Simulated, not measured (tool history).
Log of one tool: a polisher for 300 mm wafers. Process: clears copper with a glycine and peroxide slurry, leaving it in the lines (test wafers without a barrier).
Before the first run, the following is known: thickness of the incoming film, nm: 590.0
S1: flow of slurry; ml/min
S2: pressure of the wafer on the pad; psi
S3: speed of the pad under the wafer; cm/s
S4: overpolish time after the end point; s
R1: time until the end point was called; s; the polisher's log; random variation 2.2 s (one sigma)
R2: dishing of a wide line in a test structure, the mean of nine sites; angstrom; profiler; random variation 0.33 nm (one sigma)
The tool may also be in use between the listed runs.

{"run": 1, "hour": 0.0, "S1": 230, "S2": 3.3, "S3": 102, "S4": 12, "R1": 103.75, "R2": 478.08}
{"run": 2, "hour": 6.0, "S1": 230, "S2": 3.3, "S3": 84, "S4": 12, "R1": 118.78, "R2": 418.28}
{"run": 3, "hour": 13.1, "S1": 230, "S2": 3.4, "S3": 82, "S4": 10, "R1": 120.85, "R2": 360.91}
{"run": 4, "hour": 18.0, "S1": 265, "S2": 3.4, "S3": 82, "S4": 10, "R1": 118.88, "R2": 373.69}
{"run": 5, "hour": 20.7, "S1": 265, "S2": 3.4, "S3": 108, "S4": 10, "R1": 95.837, "R2": 448.91}
{"run": 6, "hour": 27.2, "S1": 265, "S2": 3.2, "S3": 108, "S4": 9, "R1": 96.819, "R2": 385.36}
{"run": 7, "hour": 29.6, "S1": 265, "S2": 2.9, "S3": 108, "S4": 9, "R1": 104.31, "R2": 364.21}

Run 8 is up next; what results do you expect?
{"run": 8, "hour": 37.9, "S1": 265, "S2": 2.7, "S3": 108, "S4": 8, "R1": "?", "R2": "?"}

{"run 8": {"R1": 111.35, "R2": 315.32}}
